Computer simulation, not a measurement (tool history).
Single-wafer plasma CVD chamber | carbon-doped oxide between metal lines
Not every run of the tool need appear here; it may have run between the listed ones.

run  hour  heater temperature setpoint (deg C)  chamber pressure (Torr)  RF power (kW)  deposition time (s)  mean film thickness on the monitor wafer (Å)
  1   0.0                                  335                     4.34          0.445                  9.5                                        489.73
  2   2.2                                  343                     4.34          0.445                  9.5                                        478.74
  3   6.5                                  351                     4.34          0.445                  9.5                                        464.19
  4   9.1                                  352                     4.27          0.435                  9.5                                        458.83
  5  17.7                                  359                     4.27          0.435                  9.5                                        449.10
  6  21.8                                  359                     4.66          0.435                  9.5                                        452.44
  7  23.7                                  359                     4.65          0.425                  9.5                                        450.43
  8  29.0                                  359                     4.58          0.415                  9.5                                        438.35

Expected results for the next run?
  9  29.6                                  359                     4.56          0.410                  9.5                                             ?

Logged for run 9: mean film thickness on the monitor wafer (Å) 437.81.
